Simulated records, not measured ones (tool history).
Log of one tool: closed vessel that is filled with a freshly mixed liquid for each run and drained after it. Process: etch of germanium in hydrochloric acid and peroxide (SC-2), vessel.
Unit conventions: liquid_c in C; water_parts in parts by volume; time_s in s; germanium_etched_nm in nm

Run 1, day 0.000: liquid_c 47.0 C, water_parts 8.5 parts by volume, time_s 100 s. Result: germanium_etched_nm 314.68 nm.
Run 2, day 0.196: liquid_c 47.0 C, water_parts 10.0 parts by volume, time_s 100 s. Result: germanium_etched_nm 309.53 nm.
Run 3, day 0.429: liquid_c 51.0 C, water_parts 10.0 parts by volume, time_s 100 s. Result: germanium_etched_nm 351.17 nm.
Run 4, day 0.779: liquid_c 50.0 C, water_parts 10.0 parts by volume, time_s 100 s. Result: germanium_etched_nm 342.32 nm.
Run 5, day 0.912: liquid_c 50.0 C, water_parts 10.0 parts by volume, time_s 100 s. Result: germanium_etched_nm 340.07 nm.
Run 6, day 0.938: liquid_c 54.5 C, water_parts 10.0 parts by volume, time_s 100 s. Result: germanium_etched_nm 394.00 nm.
Run 7, day 1.292: liquid_c 53.0 C, water_parts 10.0 parts by volume, time_s 100 s. Result: germanium_etched_nm 374.53 nm.
Run 8, day 1.533: liquid_c 51.5 C, water_parts 10.0 parts by volume, time_s 100 s. Result: germanium_etched_nm 356.75 nm.
Run 9, day 1.842: liquid_c 50.0 C, water_parts 10.0 parts by volume, time_s 100 s. Result: germanium_etched_nm 339.65 nm.
Run 10, day 2.017: liquid_c 49.0 C, water_parts 10.0 parts by volume, time_s 100 s. Result: germanium_etched_nm 328.40 nm.
Run 11, day 2.075: liquid_c 49.0 C, water_parts 10.0 parts by volume, time_s 100 s. Result: germanium_etched_nm 329.10 nm.
Run 12, day 2.396: liquid_c 48.0 C, water_parts 10.0 parts by volume, time_s 100 s. Result: germanium_etched_nm 319.43 nm.

For run 13, what comes out?
Run 13, day 2.467: liquid_c 47.0 C, water_parts 10.0 parts by volume, time_s 100 s. Result: germanium_etched_nm ?.

germanium_etched_nm: 309.83 nm
